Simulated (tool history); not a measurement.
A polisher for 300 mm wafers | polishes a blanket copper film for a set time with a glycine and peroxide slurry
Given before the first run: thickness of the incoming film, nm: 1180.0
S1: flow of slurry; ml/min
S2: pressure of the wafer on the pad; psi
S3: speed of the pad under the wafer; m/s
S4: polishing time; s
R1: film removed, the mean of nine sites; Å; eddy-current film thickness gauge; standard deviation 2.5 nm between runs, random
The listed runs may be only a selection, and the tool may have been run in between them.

run 1 hour=0.0 | S1=155 S2=2.7 S3=1.22 S4=53 | R1=3792.8
run 2 hour=0.7 | S1=155 S2=2.7 S3=1.04 S4=53 | R1=3464.0
run 3 hour=6.5 | S1=155 S2=2.7 S3=1.04 S4=53 | R1=3400.7
run 4 hour=14.5 | S1=155 S2=2.4 S3=1.04 S4=53 | R1=2979.3
run 5 hour=19.1 | S1=155 S2=2.1 S3=1.04 S4=53 | R1=2768.8
run 6 hour=21.4 | S1=155 S2=2.5 S3=1.04 S4=53 | R1=3149.3
run 7 hour=24.6 | S1=155 S2=2.2 S3=1.02 S4=53 | R1=2804.6
run 8 hour=26.1 | S1=155 S2=2.0 S3=1.02 S4=53 | R1=2648.4

Run 9 has not been measured yet. What should we expect?
run 9 hour=33.2 | S1=145 S2=1.3 S3=0.90 S4=53 | R1=?

R1: 1723.8 Å

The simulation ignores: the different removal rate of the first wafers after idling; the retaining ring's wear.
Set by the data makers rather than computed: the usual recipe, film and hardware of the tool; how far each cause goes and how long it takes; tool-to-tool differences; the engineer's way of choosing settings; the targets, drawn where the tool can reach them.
